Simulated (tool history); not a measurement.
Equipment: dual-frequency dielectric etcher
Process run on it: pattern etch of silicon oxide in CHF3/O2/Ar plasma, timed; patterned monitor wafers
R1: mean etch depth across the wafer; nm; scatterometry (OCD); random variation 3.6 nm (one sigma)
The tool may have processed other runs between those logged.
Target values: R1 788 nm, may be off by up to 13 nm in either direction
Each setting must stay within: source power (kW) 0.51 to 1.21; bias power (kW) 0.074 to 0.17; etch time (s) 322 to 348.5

Run 1, day 0: source power (kW) 0.86, bias power (kW) 0.122, etch time (s) 348.5. Result: R1 694.41 nm.
Run 2, day 0.133: source power (kW) 0.86, bias power (kW) 0.134, etch time (s) 348.5. Result: R1 720.85 nm.
Run 3, day 0.233: source power (kW) 0.86, bias power (kW) 0.134, etch time (s) 322. Result: R1 656.29 nm.
Run 4, day 0.588: source power (kW) 0.86, bias power (kW) 0.134, etch time (s) 348.5. Result: R1 713.95 nm.
Run 5, day 0.958: source power (kW) 0.86, bias power (kW) 0.115, etch time (s) 348.5. Result: R1 688.06 nm.
Run 6, day 1.333: source power (kW) 1.02, bias power (kW) 0.115, etch time (s) 348.5. Result: R1 737.58 nm.
Run 7, day 1.683: source power (kW) 1.06, bias power (kW) 0.116, etch time (s) 348.5. Result: R1 750.45 nm.
Run 8, day 1.967: source power (kW) 1.09, bias power (kW) 0.117, etch time (s) 348.5. Result: R1 761.77 nm.

5 candidate next runs follow, results not yet known. Just one meets every target within its allowed miss. Identify it.
Run A, day 2.25: source power (kW) 1.13, bias power (kW) 0.129, etch time (s) 348.5. Result: R1 ?.
Run B, day 2.25: source power (kW) 1.12, bias power (kW) 0.108, etch time (s) 348.5. Result: R1 ?.
Run C, day 2.25: source power (kW) 1.02, bias power (kW) 0.113, etch time (s) 348.5. Result: R1 ?.
Run D, day 2.25: source power (kW) 1.09, bias power (kW) 0.116, etch time (s) 348.5. Result: R1 ?.
Run E, day 2.25: source power (kW) 1.06, bias power (kW) 0.124, etch time (s) 343.5. Result: R1 ?.

move      R1
   A  786.31
   B  749.12
   C  729.33
   D  754.16
   E  747.61
A: all results in spec
B: the biggest miss grows against the last run
C: the biggest miss grows against the last run
D: the biggest miss grows against the last run
E: the biggest miss grows against the last run
The move that meets every target is A.
